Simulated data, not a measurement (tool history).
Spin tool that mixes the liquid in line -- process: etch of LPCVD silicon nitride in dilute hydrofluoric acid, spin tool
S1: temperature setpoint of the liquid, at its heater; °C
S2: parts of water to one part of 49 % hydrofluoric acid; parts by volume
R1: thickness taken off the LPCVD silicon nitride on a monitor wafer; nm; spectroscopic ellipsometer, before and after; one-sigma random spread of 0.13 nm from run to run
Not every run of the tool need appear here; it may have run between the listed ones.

Run 1, hour 0.0: S1 24.0 °C, S2 85 parts by volume, time under the liquid (s) 275. Result: R1 1.3034 nm.
Run 2, hour 2.8: S1 24.0 °C, S2 65 parts by volume, time under the liquid (s) 275. Result: R1 1.7004 nm.
Run 3, hour 8.6: S1 24.0 °C, S2 90 parts by volume, time under the liquid (s) 275. Result: R1 1.1997 nm.
Run 4, hour 13.7: S1 25.5 °C, S2 90 parts by volume, time under the liquid (s) 275. Result: R1 1.2977 nm.
Run 5, hour 21.8: S1 26.5 °C, S2 70 parts by volume, time under the liquid (s) 280. Result: R1 2.0062 nm.
Run 6, hour 28.9: S1 28.0 °C, S2 70 parts by volume, time under the liquid (s) 280. Result: R1 2.0827 nm.
Run 7, hour 36.3: S1 28.5 °C, S2 60 parts by volume, time under the liquid (s) 285. Result: R1 2.5410 nm.
Run 8, hour 43.5: S1 29.0 °C, S2 50 parts by volume, time under the liquid (s) 290. Result: R1 3.0910 nm.
Run 9, hour 50.7: S1 29.5 °C, S2 45 parts by volume, time under the liquid (s) 290. Result: R1 3.5806 nm.

Run 10, settings as shown, results not yet in. Your forecast:
Run 10, hour 56.7: S1 30.0 °C, S2 45 parts by volume, time under the liquid (s) 290. Result: R1 ?.

R1: 3.8091 nm
